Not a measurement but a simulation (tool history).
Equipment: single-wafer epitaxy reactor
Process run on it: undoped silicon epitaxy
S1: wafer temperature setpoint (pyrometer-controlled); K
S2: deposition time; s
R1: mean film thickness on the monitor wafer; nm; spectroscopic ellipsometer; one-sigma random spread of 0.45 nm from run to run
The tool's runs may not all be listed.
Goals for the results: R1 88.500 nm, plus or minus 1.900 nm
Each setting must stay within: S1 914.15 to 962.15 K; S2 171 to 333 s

| run | day | S1 | S2 | R1 |
|---|---|---|---|---|
| 1 | 0.000 | 938.15 | 252 | 64.996 |
| 2 | 0.183 | 940.15 | 252 | 67.864 |
| 3 | 0.483 | 942.15 | 252 | 71.025 |
| 4 | 0.646 | 948.15 | 252 | 82.795 |
| 5 | 0.796 | 942.15 | 252 | 70.480 |
| 6 | 1.004 | 942.15 | 288 | 80.957 |
| 7 | 1.208 | 943.15 | 288 | 83.434 |
| 8 | 1.533 | 944.15 | 288 | 85.258 |

Exercise: of the 4 proposed moves below, exactly one satisfies all targets within the stated allowed misses. Which move is it?
| A | 1.858 | 942.15 | 292 | ? |
| B | 1.858 | 941.15 | 298 | ? |
| C | 1.858 | 941.15 | 300 | ? |
| D | 1.858 | 951.15 | 255 | ? |

| move | R1 |
|---|---|
| A | 82.114 |
| B | 81.827 |
| C | 82.376 |
| D | 88.648 |
A: misses by more than the last run did
B: misses by more than the last run did
C: misses by more than the last run did
D: each result inside its tolerance
So the answer is move D, the one that meets all the targets.

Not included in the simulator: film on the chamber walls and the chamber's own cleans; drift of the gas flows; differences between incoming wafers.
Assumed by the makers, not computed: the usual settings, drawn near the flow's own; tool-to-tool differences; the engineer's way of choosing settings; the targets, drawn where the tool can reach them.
